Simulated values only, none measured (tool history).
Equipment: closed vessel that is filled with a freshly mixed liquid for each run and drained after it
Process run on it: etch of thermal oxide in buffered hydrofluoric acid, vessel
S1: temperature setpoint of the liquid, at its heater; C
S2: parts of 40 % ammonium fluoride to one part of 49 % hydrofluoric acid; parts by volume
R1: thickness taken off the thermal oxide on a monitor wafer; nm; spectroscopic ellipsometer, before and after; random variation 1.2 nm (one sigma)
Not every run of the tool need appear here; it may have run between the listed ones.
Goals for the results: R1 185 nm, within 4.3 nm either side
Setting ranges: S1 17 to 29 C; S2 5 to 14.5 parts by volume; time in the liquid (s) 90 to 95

run 1 hour=0 | S1=21 S2=9 time_in_the_liquid_(s)=90 | R1=98.846
run 2 hour=2.1 | S1=21 S2=7 time_in_the_liquid_(s)=90 | R1=129.58
run 3 hour=4.5 | S1=21 S2=5.5 time_in_the_liquid_(s)=90 | R1=159.67
run 4 hour=6.3 | S1=21 S2=5.5 time_in_the_liquid_(s)=90 | R1=158.44
run 5 hour=11.1 | S1=21.5 S2=5.5 time_in_the_liquid_(s)=90 | R1=164.6
run 6 hour=13.3 | S1=21.5 S2=6.5 time_in_the_liquid_(s)=90 | R1=142.22
run 7 hour=19.3 | S1=22 S2=6.5 time_in_the_liquid_(s)=90 | R1=147.32
run 8 hour=24.3 | S1=22.5 S2=6.5 time_in_the_liquid_(s)=90 | R1=150.22
run 9 hour=33.4 | S1=23 S2=6.5 time_in_the_liquid_(s)=90 | R1=153.82
run 10 hour=40.2 | S1=23.5 S2=6.5 time_in_the_liquid_(s)=90 | R1=158.41
run 11 hour=44.9 | S1=24 S2=6.5 time_in_the_liquid_(s)=90 | R1=161.85
run 12 hour=51 | S1=27 S2=6.5 time_in_the_liquid_(s)=90 | R1=192.85

Which single option among these 4 for the next run brings every result within its allowed miss of target? Just one does.
run A hour=57.1 | S1=26.5 S2=7 time_in_the_liquid_(s)=95 | R1=?
run B hour=57.1 | S1=28.5 S2=7 time_in_the_liquid_(s)=90 | R1=?
run C hour=57.1 | S1=26 S2=6 time_in_the_liquid_(s)=90 | R1=?
run D hour=57.1 | S1=26 S2=6.5 time_in_the_liquid_(s)=95 | R1=?

move=A R1=185.61
move=B R1=195.59
move=C R1=195.64
move=D R1=192.7
A: all results in spec
B: moves away from the targets compared with the last run
C: moves away from the targets compared with the last run
D: neither nearer nor further off than the last run
Answer: A

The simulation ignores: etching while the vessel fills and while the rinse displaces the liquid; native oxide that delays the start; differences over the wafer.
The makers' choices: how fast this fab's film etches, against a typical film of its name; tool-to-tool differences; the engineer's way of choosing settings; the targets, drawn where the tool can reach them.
